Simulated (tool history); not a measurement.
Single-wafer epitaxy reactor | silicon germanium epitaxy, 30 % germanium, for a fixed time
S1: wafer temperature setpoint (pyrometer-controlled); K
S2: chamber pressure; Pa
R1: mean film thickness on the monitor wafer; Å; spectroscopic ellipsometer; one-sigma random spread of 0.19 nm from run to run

run 1 hour=0.0 | S1=873.15 S2=3213 | R1=684.26
run 2 hour=1.7 | S1=870.15 S2=3173 | R1=637.26
run 3 hour=3.8 | S1=868.15 S2=3160 | R1=613.48
run 4 hour=10.2 | S1=866.15 S2=3146 | R1=581.51
run 5 hour=17.7 | S1=866.15 S2=2720 | R1=555.59
run 6 hour=20.0 | S1=865.15 S2=2706 | R1=544.27

What does the tool deliver on the next run?
run 7 hour=27.6 | S1=864.15 S2=2693 | R1=?

Run 7 measured R1 530.27 Å.

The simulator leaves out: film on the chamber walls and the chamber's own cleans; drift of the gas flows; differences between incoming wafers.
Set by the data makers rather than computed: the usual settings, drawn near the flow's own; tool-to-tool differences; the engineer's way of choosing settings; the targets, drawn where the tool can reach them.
